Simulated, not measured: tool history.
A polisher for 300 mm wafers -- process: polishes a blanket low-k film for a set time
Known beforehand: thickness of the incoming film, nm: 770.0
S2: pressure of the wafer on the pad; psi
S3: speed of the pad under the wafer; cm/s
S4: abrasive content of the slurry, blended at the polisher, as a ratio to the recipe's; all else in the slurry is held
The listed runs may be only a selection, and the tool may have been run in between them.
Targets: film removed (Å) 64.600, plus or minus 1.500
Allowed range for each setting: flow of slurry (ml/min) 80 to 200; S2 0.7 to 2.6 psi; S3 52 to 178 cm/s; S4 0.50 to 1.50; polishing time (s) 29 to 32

{"run": 1, "day": 0.0, "flow of slurry (ml/min)": 130, "S2": 1.6, "S3": 114, "S4": 1.0, "polishing time (s)": 32, "film removed (Å)": 100.92}
{"run": 2, "day": 0.1, "flow of slurry (ml/min)": 130, "S2": 1.6, "S3": 114, "S4": 1.0, "polishing time (s)": 29, "film removed (Å)": 92.314}
{"run": 3, "day": 0.346, "flow of slurry (ml/min)": 130, "S2": 1.6, "S3": 86, "S4": 1.0, "polishing time (s)": 29, "film removed (Å)": 73.949}
{"run": 4, "day": 0.458, "flow of slurry (ml/min)": 130, "S2": 1.6, "S3": 86, "S4": 1.0, "polishing time (s)": 32, "film removed (Å)": 81.239}
{"run": 5, "day": 0.812, "flow of slurry (ml/min)": 130, "S2": 1.6, "S3": 86, "S4": 1.05, "polishing time (s)": 32, "film removed (Å)": 83.471}
{"run": 6, "day": 1.125, "flow of slurry (ml/min)": 130, "S2": 1.6, "S3": 86, "S4": 1.25, "polishing time (s)": 32, "film removed (Å)": 91.106}
{"run": 7, "day": 1.208, "flow of slurry (ml/min)": 125, "S2": 1.5, "S3": 86, "S4": 1.25, "polishing time (s)": 32, "film removed (Å)": 83.874}
{"run": 8, "day": 1.358, "flow of slurry (ml/min)": 120, "S2": 1.5, "S3": 86, "S4": 1.25, "polishing time (s)": 32, "film removed (Å)": 83.145}
{"run": 9, "day": 1.488, "flow of slurry (ml/min)": 115, "S2": 1.5, "S3": 86, "S4": 1.25, "polishing time (s)": 32, "film removed (Å)": 83.439}
{"run": 10, "day": 1.754, "flow of slurry (ml/min)": 115, "S2": 1.4, "S3": 86, "S4": 1.25, "polishing time (s)": 32, "film removed (Å)": 77.007}
{"run": 11, "day": 1.783, "flow of slurry (ml/min)": 110, "S2": 1.4, "S3": 86, "S4": 1.25, "polishing time (s)": 32, "film removed (Å)": 77.411}
{"run": 12, "day": 1.938, "flow of slurry (ml/min)": 100, "S2": 1.3, "S3": 86, "S4": 1.25, "polishing time (s)": 32, "film removed (Å)": 69.599}
{"run": 13, "day": 2.125, "flow of slurry (ml/min)": 90, "S2": 1.3, "S3": 86, "S4": 1.25, "polishing time (s)": 32, "film removed (Å)": 67.215}
{"run": 14, "day": 2.421, "flow of slurry (ml/min)": 90, "S2": 1.3, "S3": 86, "S4": 1.25, "polishing time (s)": 32, "film removed (Å)": 67.589}
{"run": 15, "day": 2.679, "flow of slurry (ml/min)": 85, "S2": 1.2, "S3": 86, "S4": 1.25, "polishing time (s)": 32, "film removed (Å)": 61.298}
{"run": 16, "day": 2.746, "flow of slurry (ml/min)": 90, "S2": 1.2, "S3": 86, "S4": 1.25, "polishing time (s)": 32, "film removed (Å)": 61.983}

Which of these 5 next moves meets every target?
{"run": "A", "day": 2.812, "flow of slurry (ml/min)": 95, "S2": 1.1, "S3": 102, "S4": 1.4, "polishing time (s)": 31, "film removed (Å)": "?"}
{"run": "B", "day": 2.812, "flow of slurry (ml/min)": 100, "S2": 1.1, "S3": 88, "S4": 1.25, "polishing time (s)": 31, "film removed (Å)": "?"}
{"run": "C", "day": 2.812, "flow of slurry (ml/min)": 95, "S2": 1.1, "S3": 92, "S4": 1.4, "polishing time (s)": 32, "film removed (Å)": "?"}
{"run": "D", "day": 2.812, "flow of slurry (ml/min)": 110, "S2": 1.1, "S3": 90, "S4": 1.35, "polishing time (s)": 30, "film removed (Å)": "?"}
{"run": "E", "day": 2.812, "flow of slurry (ml/min)": 90, "S2": 1.2, "S3": 94, "S4": 1.35, "polishing time (s)": 32, "film removed (Å)": "?"}

move=A film_removed_(Å)=66.789
move=B film_removed_(Å)=57.431
move=C film_removed_(Å)=63.481
move=D film_removed_(Å)=60.050
move=E film_removed_(Å)=67.983
A: carries the result that was furthest off beyond its target, to the other side
B: further off than the last run
C: all results in spec
D: further off than the last run
E: carries the result that was furthest off beyond its target, to the other side
So the answer is move C, the one that meets all the targets.
